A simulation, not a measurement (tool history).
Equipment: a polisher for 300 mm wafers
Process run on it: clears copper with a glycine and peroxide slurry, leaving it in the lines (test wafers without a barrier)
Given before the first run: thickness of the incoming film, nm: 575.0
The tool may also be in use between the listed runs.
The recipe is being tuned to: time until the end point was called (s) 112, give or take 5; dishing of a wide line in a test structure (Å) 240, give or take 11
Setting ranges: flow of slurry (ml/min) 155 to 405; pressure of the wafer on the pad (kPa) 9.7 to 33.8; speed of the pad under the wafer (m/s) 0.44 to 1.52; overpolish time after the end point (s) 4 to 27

| run | hour | flow of slurry (ml/min) | pressure of the wafer on the pad (kPa) | speed of the pad under the wafer (m/s) | overpolish time after the end point (s) | time until the end point was called (s) | dishing of a wide line in a test structure (Å) |
|---|---|---|---|---|---|---|---|
| 1 | 0 | 260 | 21.4 | 0.98 | 14 | 92.53 | 426.38 |
| 2 | 0.9 | 310 | 21.4 | 0.98 | 14 | 89.958 | 444.35 |
| 3 | 2.6 | 275 | 20 | 1 | 12 | 93.558 | 396.51 |
| 4 | 3.9 | 275 | 20 | 0.88 | 12 | 103.21 | 372.35 |
| 5 | 11.7 | 250 | 19.3 | 0.88 | 10 | 106.84 | 322.92 |
| 6 | 16.7 | 250 | 19.3 | 0.7 | 10 | 126.12 | 281.32 |
| 7 | 22.5 | 250 | 20 | 0.7 | 9 | 125.87 | 268.32 |
| 8 | 31.1 | 250 | 21.4 | 0.7 | 8 | 121.96 | 247.92 |
| 9 | 37.4 | 250 | 22.1 | 0.7 | 8 | 119.26 | 259.61 |
| 10 | 39.4 | 250 | 22.8 | 0.7 | 8 | 117.19 | 259.05 |
| 11 | 42.7 | 250 | 23.4 | 0.7 | 8 | 113.67 | 263.32 |

Pick the move, out of 4, that brings all results within their allowed miss; only one does.
| A | 46 | 260 | 16.5 | 0.92 | 7 | ? | ? |
| B | 46 | 155 | 22.1 | 0.72 | 9 | ? | ? |
| C | 46 | 225 | 23.4 | 0.7 | 9 | ? | ? |
| D | 46 | 290 | 24.1 | 0.7 | 9 | ? | ? |

| move | time until the end point was called (s) | dishing of a wide line in a test structure (Å) |
|---|---|---|
| A | 114.21 | 232.59 |
| B | 121.29 | 272.74 |
| C | 115.26 | 283.89 |
| D | 110.72 | 292.59 |
A: hits every target within its allowed miss
B: further off than the last run
C: further off than the last run
D: further off than the last run
The right move is A.
